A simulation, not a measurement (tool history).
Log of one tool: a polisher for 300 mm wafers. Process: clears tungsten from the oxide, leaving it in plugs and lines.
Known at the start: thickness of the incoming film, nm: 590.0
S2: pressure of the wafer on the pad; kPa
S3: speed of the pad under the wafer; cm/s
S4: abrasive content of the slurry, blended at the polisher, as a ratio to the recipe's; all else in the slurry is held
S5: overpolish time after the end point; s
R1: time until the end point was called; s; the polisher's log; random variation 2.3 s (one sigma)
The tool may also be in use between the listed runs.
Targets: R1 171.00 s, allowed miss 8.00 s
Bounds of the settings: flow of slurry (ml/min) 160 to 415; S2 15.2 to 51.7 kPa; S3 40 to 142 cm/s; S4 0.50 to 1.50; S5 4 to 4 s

Run 1, day 0.000: flow of slurry (ml/min) 265, S2 33.1 kPa, S3 90 cm/s, S4 1.00, S5 4 s. Result: R1 112.41 s.
Run 2, day 0.188: flow of slurry (ml/min) 265, S2 29.0 kPa, S3 90 cm/s, S4 1.00, S5 4 s. Result: R1 129.07 s.
Run 3, day 0.492: flow of slurry (ml/min) 265, S2 29.0 kPa, S3 90 cm/s, S4 1.15, S5 4 s. Result: R1 127.57 s.
Run 4, day 0.671: flow of slurry (ml/min) 265, S2 26.2 kPa, S3 90 cm/s, S4 1.15, S5 4 s. Result: R1 139.06 s.
Run 5, day 1.012: flow of slurry (ml/min) 265, S2 26.2 kPa, S3 90 cm/s, S4 0.95, S5 4 s. Result: R1 143.96 s.
Run 6, day 1.312: flow of slurry (ml/min) 265, S2 26.2 kPa, S3 90 cm/s, S4 1.05, S5 4 s. Result: R1 141.04 s.
Run 7, day 1.504: flow of slurry (ml/min) 265, S2 24.1 kPa, S3 90 cm/s, S4 1.05, S5 4 s. Result: R1 152.57 s.
Run 8, day 1.842: flow of slurry (ml/min) 265, S2 20.0 kPa, S3 90 cm/s, S4 1.05, S5 4 s. Result: R1 181.40 s.

Which of these 4 next moves meets every target?
Run A, day 2.179: flow of slurry (ml/min) 335, S2 24.1 kPa, S3 70 cm/s, S4 1.20, S5 4 s. Result: R1 ?.
Run B, day 2.179: flow of slurry (ml/min) 265, S2 26.9 kPa, S3 74 cm/s, S4 1.15, S5 4 s. Result: R1 ?.
Run C, day 2.179: flow of slurry (ml/min) 280, S2 19.3 kPa, S3 86 cm/s, S4 1.00, S5 4 s. Result: R1 ?.
Run D, day 2.179: flow of slurry (ml/min) 290, S2 24.1 kPa, S3 90 cm/s, S4 1.00, S5 4 s. Result: R1 ?.

move      R1
   A  172.69
   B  155.28
   C  198.18
   D  154.84
A: meets every target
B: takes the result that was furthest off past its target
C: further off than the last run
D: takes the result that was furthest off past its target
Move A is the one to make.
